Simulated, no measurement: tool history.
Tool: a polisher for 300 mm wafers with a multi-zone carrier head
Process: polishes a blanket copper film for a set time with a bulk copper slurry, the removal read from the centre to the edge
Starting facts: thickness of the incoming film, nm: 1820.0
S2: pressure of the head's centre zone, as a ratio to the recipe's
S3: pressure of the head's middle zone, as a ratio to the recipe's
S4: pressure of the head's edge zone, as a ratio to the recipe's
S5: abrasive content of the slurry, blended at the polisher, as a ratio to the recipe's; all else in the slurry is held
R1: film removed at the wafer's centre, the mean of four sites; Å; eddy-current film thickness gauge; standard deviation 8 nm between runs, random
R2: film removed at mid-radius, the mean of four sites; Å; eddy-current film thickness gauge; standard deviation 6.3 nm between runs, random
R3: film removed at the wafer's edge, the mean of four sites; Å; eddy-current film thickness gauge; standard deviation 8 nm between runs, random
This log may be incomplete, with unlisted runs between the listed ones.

run 1 hour=0.0 | flow_of_slurry_(ml/min)=305 S2=1.00 S3=1.00 S4=1.00 S5=1.00 polishing_time_(s)=66 | R1=5744.9 R2=5674.4 R3=5666.6
run 2 hour=5.5 | flow_of_slurry_(ml/min)=305 S2=1.00 S3=1.05 S4=1.00 S5=1.00 polishing_time_(s)=66 | R1=5675.3 R2=5995.8 R3=5777.3
run 3 hour=8.1 | flow_of_slurry_(ml/min)=305 S2=1.00 S3=1.05 S4=1.07 S5=1.00 polishing_time_(s)=66 | R1=5836.3 R2=5957.4 R3=5977.6
run 4 hour=15.8 | flow_of_slurry_(ml/min)=305 S2=0.99 S3=1.05 S4=1.10 S5=1.10 polishing_time_(s)=67 | R1=5876.6 R2=6108.1 R3=6129.4
run 5 hour=22.7 | flow_of_slurry_(ml/min)=260 S2=0.99 S3=1.05 S4=1.10 S5=1.10 polishing_time_(s)=67 | R1=5659.5 R2=6238.1 R3=5961.3
run 6 hour=24.0 | flow_of_slurry_(ml/min)=205 S2=0.99 S3=1.05 S4=1.10 S5=1.10 polishing_time_(s)=67 | R1=5709.4 R2=5970.1 R3=5880.6
run 7 hour=26.5 | flow_of_slurry_(ml/min)=235 S2=0.98 S3=1.03 S4=1.13 S5=1.15 polishing_time_(s)=69 | R1=5987.3 R2=6149.4 R3=6386.7

For run 8, what comes out?
run 8 hour=30.7 | flow_of_slurry_(ml/min)=255 S2=0.98 S3=1.03 S4=1.15 S5=1.20 polishing_time_(s)=69 | R1=? R2=? R3=?

R1: 6131.3 Å
R2: 6411.2 Å
R3: 6437.4 Å

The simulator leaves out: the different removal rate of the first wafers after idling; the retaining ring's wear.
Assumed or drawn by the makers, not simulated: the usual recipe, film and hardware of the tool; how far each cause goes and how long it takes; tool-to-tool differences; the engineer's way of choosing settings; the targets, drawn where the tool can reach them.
